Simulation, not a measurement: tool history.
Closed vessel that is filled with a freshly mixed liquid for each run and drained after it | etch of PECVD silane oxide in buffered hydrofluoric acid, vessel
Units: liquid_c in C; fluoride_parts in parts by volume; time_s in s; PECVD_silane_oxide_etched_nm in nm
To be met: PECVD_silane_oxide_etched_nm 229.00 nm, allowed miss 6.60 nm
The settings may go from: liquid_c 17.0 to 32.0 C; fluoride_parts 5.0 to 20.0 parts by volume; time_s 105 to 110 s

run 1 day=0.000 | liquid_c=25.0 fluoride_parts=12.0 time_s=105 | PECVD_silane_oxide_etched_nm=130.53
run 2 day=0.100 | liquid_c=25.0 fluoride_parts=12.0 time_s=105 | PECVD_silane_oxide_etched_nm=132.74
run 3 day=0.400 | liquid_c=26.0 fluoride_parts=11.5 time_s=105 | PECVD_silane_oxide_etched_nm=147.67
run 4 day=0.758 | liquid_c=27.0 fluoride_parts=11.5 time_s=105 | PECVD_silane_oxide_etched_nm=154.00
run 5 day=0.975 | liquid_c=27.5 fluoride_parts=11.5 time_s=105 | PECVD_silane_oxide_etched_nm=157.44
run 6 day=1.150 | liquid_c=28.0 fluoride_parts=11.5 time_s=105 | PECVD_silane_oxide_etched_nm=162.98
run 7 day=1.342 | liquid_c=28.5 fluoride_parts=11.5 time_s=105 | PECVD_silane_oxide_etched_nm=167.28
run 8 day=1.521 | liquid_c=29.0 fluoride_parts=11.5 time_s=105 | PECVD_silane_oxide_etched_nm=174.17

5 next moves are on the table. One of them brings every result within its allowed miss. Which?
run A day=1.700 | liquid_c=32.0 fluoride_parts=10.0 time_s=105 | PECVD_silane_oxide_etched_nm=?
run B day=1.700 | liquid_c=27.0 fluoride_parts=8.5 time_s=110 | PECVD_silane_oxide_etched_nm=?
run C day=1.700 | liquid_c=30.5 fluoride_parts=10.5 time_s=110 | PECVD_silane_oxide_etched_nm=?
run D day=1.700 | liquid_c=28.0 fluoride_parts=8.5 time_s=105 | PECVD_silane_oxide_etched_nm=?
run E day=1.700 | liquid_c=31.0 fluoride_parts=10.5 time_s=110 | PECVD_silane_oxide_etched_nm=?

move=A PECVD_silane_oxide_etched_nm=229.81
move=B PECVD_silane_oxide_etched_nm=209.60
move=C PECVD_silane_oxide_etched_nm=212.13
move=D PECVD_silane_oxide_etched_nm=211.18
move=E PECVD_silane_oxide_etched_nm=217.82
A: meets every target
B: nearer than the last run, and not there yet
C: nearer than the last run, and not there yet
D: nearer than the last run, and not there yet
E: nearer than the last run, and not there yet
Answer: A

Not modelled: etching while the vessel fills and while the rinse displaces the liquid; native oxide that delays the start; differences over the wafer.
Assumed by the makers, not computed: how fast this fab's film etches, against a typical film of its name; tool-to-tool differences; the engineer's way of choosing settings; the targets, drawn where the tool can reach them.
